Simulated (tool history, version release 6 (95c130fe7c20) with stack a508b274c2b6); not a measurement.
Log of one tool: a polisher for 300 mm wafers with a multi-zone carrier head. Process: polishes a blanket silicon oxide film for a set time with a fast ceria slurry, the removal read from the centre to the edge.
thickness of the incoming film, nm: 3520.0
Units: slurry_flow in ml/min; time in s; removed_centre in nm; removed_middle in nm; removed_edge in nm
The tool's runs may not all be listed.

run  hour  slurry_flow  centre_zone  middle_zone  edge_zone  time  removed_centre  removed_middle  removed_edge
  1   0.0          215         1.00         1.00       1.00    62          1228.1          1275.5        1244.6
  2   7.3          220         1.01         1.00       1.02    64          1264.3          1301.1        1289.7
  3   7.9          220         1.02         1.00       1.03    66          1326.8          1344.5        1328.8
  4  15.4          220         1.02         0.94       1.03    66          1356.7          1261.3        1329.6
  5  17.3          220         1.02         0.94       1.03    58          1178.6          1114.9        1167.4
  6  22.4          220         1.02         0.94       1.10    58          1173.2          1121.4        1212.5
  7  25.0          225         1.03         0.94       1.11    61          1238.9          1185.2        1284.4

Forecast run 8:
  8  30.6          230         1.04         0.94       1.12    63               ?               ?             ?

Run 8 gave removed_centre 1309.9 nm, removed_middle 1237.4 nm, removed_edge 1345.4 nm.
